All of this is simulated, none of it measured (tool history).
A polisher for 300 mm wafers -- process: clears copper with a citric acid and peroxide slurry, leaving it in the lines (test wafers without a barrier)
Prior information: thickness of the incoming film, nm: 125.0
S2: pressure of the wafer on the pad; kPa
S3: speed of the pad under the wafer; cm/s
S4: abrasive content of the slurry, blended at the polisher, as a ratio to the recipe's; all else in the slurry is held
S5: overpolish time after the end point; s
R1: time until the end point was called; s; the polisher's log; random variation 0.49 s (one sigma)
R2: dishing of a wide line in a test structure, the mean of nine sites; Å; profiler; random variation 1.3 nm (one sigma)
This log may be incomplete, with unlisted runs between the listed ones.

Run 1, hour 0.0: flow of slurry (ml/min) 315, S2 14.5 kPa, S3 102 cm/s, S4 1.0, S5 13 s. Result: R1 67.811 s, R2 194.88 Å.
Run 2, hour 1.5: flow of slurry (ml/min) 315, S2 14.5 kPa, S3 102 cm/s, S4 1.1, S5 13 s. Result: R1 66.507 s, R2 193.06 Å.
Run 3, hour 9.5: flow of slurry (ml/min) 315, S2 15.2 kPa, S3 104 cm/s, S4 1.1, S5 14 s. Result: R1 64.139 s, R2 219.21 Å.
Run 4, hour 12.8: flow of slurry (ml/min) 315, S2 15.2 kPa, S3 104 cm/s, S4 1.2, S5 14 s. Result: R1 61.985 s, R2 227.81 Å.
Run 5, hour 16.2: flow of slurry (ml/min) 315, S2 15.9 kPa, S3 106 cm/s, S4 1.2, S5 15 s. Result: R1 58.901 s, R2 253.76 Å.
Run 6, hour 18.4: flow of slurry (ml/min) 315, S2 16.5 kPa, S3 108 cm/s, S4 1.2, S5 16 s. Result: R1 54.772 s, R2 282.73 Å.
Run 7, hour 22.3: flow of slurry (ml/min) 315, S2 17.2 kPa, S3 108 cm/s, S4 1.2, S5 17 s. Result: R1 53.371 s, R2 312.16 Å.
Run 8, hour 24.4: flow of slurry (ml/min) 315, S2 17.9 kPa, S3 108 cm/s, S4 1.2, S5 17 s. Result: R1 50.721 s, R2 325.83 Å.
Run 9, hour 30.2: flow of slurry (ml/min) 315, S2 18.6 kPa, S3 108 cm/s, S4 1.2, S5 17 s. Result: R1 49.711 s, R2 324.92 Å.
Run 10, hour 34.2: flow of slurry (ml/min) 315, S2 18.6 kPa, S3 110 cm/s, S4 1.2, S5 18 s. Result: R1 48.306 s, R2 361.28 Å.
Run 11, hour 41.7: flow of slurry (ml/min) 315, S2 18.6 kPa, S3 110 cm/s, S4 1.2, S5 18 s. Result: R1 47.489 s, R2 374.16 Å.

Expected results for the next run?
Run 12, hour 45.7: flow of slurry (ml/min) 315, S2 20.7 kPa, S3 112 cm/s, S4 1.2, S5 20 s. Result: R1 ?, R2 ?.

R1: 42.764 s
R2: 432.91 Å

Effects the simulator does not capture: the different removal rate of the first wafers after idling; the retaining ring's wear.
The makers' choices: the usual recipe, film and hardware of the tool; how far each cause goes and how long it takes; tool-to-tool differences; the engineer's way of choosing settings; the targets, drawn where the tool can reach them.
